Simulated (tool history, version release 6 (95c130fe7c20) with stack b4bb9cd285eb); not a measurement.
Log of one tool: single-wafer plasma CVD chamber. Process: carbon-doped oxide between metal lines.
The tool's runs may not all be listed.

| run | hour | heater temperature setpoint (K) | chamber pressure (Torr) | RF power (W) | deposition time (s) | mean film thickness on the monitor wafer (angstrom) |
|---|---|---|---|---|---|---|
| 1 | 0 | 643.15 | 4.48 | 590 | 35.5 | 1843 |
| 2 | 3 | 645.15 | 4.3 | 540 | 35.5 | 1660.8 |
| 3 | 6.8 | 645.15 | 4.3 | 610 | 35.5 | 1870.2 |
| 4 | 9.5 | 647.15 | 4.07 | 580 | 35.5 | 1778 |
| 5 | 10.7 | 648.15 | 4.04 | 550 | 35.5 | 1691.3 |
| 6 | 14.9 | 648.15 | 4.01 | 525 | 35.5 | 1590.7 |
| 7 | 23.2 | 648.15 | 3.9 | 515 | 35.5 | 1567.7 |

Expected results for the next run?
| 8 | 29.3 | 648.15 | 3.81 | 505 | 35.5 | ? |

mean film thickness on the monitor wafer (angstrom): 1513.9
